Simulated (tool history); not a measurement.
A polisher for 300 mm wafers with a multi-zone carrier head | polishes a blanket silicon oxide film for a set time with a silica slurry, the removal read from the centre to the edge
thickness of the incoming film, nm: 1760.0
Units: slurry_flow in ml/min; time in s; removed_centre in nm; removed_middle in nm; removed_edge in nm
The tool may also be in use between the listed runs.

Run 1, day 0.000: slurry_flow 310 ml/min, centre_zone 1.00, middle_zone 1.00, edge_zone 1.00, slurry_solids 1.00, time 57 s. Result: removed_centre 231.13 nm, removed_middle 229.42 nm, removed_edge 226.17 nm.
Run 2, day 0.254: slurry_flow 310 ml/min, centre_zone 1.01, middle_zone 1.00, edge_zone 0.99, slurry_solids 0.95, time 55 s. Result: removed_centre 217.80 nm, removed_middle 218.84 nm, removed_edge 211.76 nm.
Run 3, day 0.367: slurry_flow 310 ml/min, centre_zone 1.02, middle_zone 0.99, edge_zone 0.98, slurry_solids 0.90, time 53 s. Result: removed_centre 207.49 nm, removed_middle 210.18 nm, removed_edge 197.55 nm.
Run 4, day 0.675: slurry_flow 310 ml/min, centre_zone 1.03, middle_zone 0.97, edge_zone 0.98, slurry_solids 0.85, time 51 s. Result: removed_centre 196.19 nm, removed_middle 190.32 nm, removed_edge 190.44 nm.
Run 5, day 0.879: slurry_flow 310 ml/min, centre_zone 1.04, middle_zone 0.97, edge_zone 0.97, slurry_solids 0.80, time 49 s. Result: removed_centre 189.21 nm, removed_middle 178.56 nm, removed_edge 176.30 nm.
Run 6, day 0.942: slurry_flow 310 ml/min, centre_zone 1.04, middle_zone 0.97, edge_zone 0.96, slurry_solids 0.75, time 48 s. Result: removed_centre 180.22 nm, removed_middle 170.49 nm, removed_edge 169.91 nm.

Forecast run 7:
Run 7, day 0.983: slurry_flow 310 ml/min, centre_zone 1.04, middle_zone 0.97, edge_zone 0.95, slurry_solids 0.70, time 47 s. Result: removed_centre ?, removed_middle ?, removed_edge ?.

removed_centre: 172.54 nm
removed_middle: 161.59 nm
removed_edge: 159.34 nm

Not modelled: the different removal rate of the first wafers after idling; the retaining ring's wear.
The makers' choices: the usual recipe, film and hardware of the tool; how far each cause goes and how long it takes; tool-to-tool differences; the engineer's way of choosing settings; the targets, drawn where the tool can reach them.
